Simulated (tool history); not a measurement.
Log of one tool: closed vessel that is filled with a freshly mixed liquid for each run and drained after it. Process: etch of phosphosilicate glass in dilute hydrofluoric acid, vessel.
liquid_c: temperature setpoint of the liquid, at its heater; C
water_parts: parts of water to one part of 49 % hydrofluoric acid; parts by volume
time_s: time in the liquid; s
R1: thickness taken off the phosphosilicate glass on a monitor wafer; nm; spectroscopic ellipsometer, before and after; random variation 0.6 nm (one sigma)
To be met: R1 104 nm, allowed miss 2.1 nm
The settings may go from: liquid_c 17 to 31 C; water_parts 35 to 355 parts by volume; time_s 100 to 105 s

{"run": 1, "hour": 0.0, "liquid_c": 23, "water_parts": 195, "time_s": 100, "R1": 44.327}
{"run": 2, "hour": 1.8, "liquid_c": 25, "water_parts": 170, "time_s": 100, "R1": 56.118}
{"run": 3, "hour": 6.4, "liquid_c": 25, "water_parts": 235, "time_s": 100, "R1": 37.237}
{"run": 4, "hour": 15.4, "liquid_c": 25, "water_parts": 300, "time_s": 100, "R1": 27.141}
{"run": 5, "hour": 24.2, "liquid_c": 26.5, "water_parts": 245, "time_s": 100, "R1": 37.215}
{"run": 6, "hour": 29.3, "liquid_c": 27.5, "water_parts": 200, "time_s": 100, "R1": 50.028}
{"run": 7, "hour": 30.7, "liquid_c": 28.5, "water_parts": 170, "time_s": 100, "R1": 63.342}
{"run": 8, "hour": 32.7, "liquid_c": 29, "water_parts": 150, "time_s": 100, "R1": 74.918}
{"run": 9, "hour": 34.9, "liquid_c": 29.5, "water_parts": 140, "time_s": 100, "R1": 82.507}
{"hour": 44.1, "done": "thermometer replaced"}
{"run": 10, "hour": 44.1, "liquid_c": 30, "water_parts": 135, "time_s": 100, "R1": 83.628}
{"run": 11, "hour": 49.7, "liquid_c": 30.5, "water_parts": 125, "time_s": 100, "R1": 93.97}
{"run": 12, "hour": 57.4, "liquid_c": 30.5, "water_parts": 125, "time_s": 100, "R1": 92.622}
{"run": 13, "hour": 65.3, "liquid_c": 30.5, "water_parts": 120, "time_s": 100, "R1": 97.744}

Which of these 5 next moves meets every target?
{"run": "A", "hour": 73.2, "liquid_c": 28, "water_parts": 105, "time_s": 105, "R1": "?"}
{"run": "B", "hour": 73.2, "liquid_c": 31, "water_parts": 110, "time_s": 100, "R1": "?"}
{"run": "C", "hour": 73.2, "liquid_c": 31, "water_parts": 120, "time_s": 105, "R1": "?"}
{"run": "D", "hour": 73.2, "liquid_c": 31, "water_parts": 130, "time_s": 105, "R1": "?"}
{"run": "E", "hour": 73.2, "liquid_c": 31, "water_parts": 115, "time_s": 105, "R1": "?"}

move=A R1=109.41
move=B R1=110.52
move=C R1=104.88
move=D R1=95.475
move=E R1=110.21
A: takes the result that was furthest off past its target
B: takes the result that was furthest off past its target
C: meets every target
D: further off than the last run
E: takes the result that was furthest off past its target
The right move is C.
